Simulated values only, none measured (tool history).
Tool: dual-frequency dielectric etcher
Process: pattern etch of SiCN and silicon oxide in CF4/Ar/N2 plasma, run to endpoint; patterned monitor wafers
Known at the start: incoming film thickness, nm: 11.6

run  hour  source power (kW)  bias power (kW)  Ar flow (sccm)  CF4 flow (sccm)  endpoint time (s)
  1     0               0.37            0.076              82               56              15.93
  2     2               0.37            0.076              69               56             15.769
  3   6.3               0.37            0.076              69               51             16.086
  4     9               0.37            0.076              79               51             16.337
  5    15               0.37            0.076              88               51              16.44
  6  22.7               0.36            0.076              88               51             16.654

The next listed run, before its measurement:
  7  24.8               0.34            0.075              88               51                  ?

Run 7 gave endpoint time (s) 18.397.
